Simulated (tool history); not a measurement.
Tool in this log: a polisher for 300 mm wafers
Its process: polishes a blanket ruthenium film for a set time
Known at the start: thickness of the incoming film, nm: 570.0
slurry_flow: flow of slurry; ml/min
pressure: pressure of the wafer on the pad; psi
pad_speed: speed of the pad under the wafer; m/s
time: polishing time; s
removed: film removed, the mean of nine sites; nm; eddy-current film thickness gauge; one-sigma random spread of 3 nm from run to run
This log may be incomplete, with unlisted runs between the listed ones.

run	hour	slurry_flow	pressure	pad_speed	time	removed
1	0.0	125	2.8	1.24	99	221.06
2	0.9	125	2.1	1.24	99	166.66
3	6.4	130	2.5	1.24	99	197.46
4	8.2	130	2.5	1.52	99	242.84
5	15.0	130	2.5	1.52	104	255.26
6	18.4	130	2.5	1.66	104	273.82

What will run 7 give?
7	26.2	135	2.5	1.66	104	?

{"run 7": {"removed": 273.04}}

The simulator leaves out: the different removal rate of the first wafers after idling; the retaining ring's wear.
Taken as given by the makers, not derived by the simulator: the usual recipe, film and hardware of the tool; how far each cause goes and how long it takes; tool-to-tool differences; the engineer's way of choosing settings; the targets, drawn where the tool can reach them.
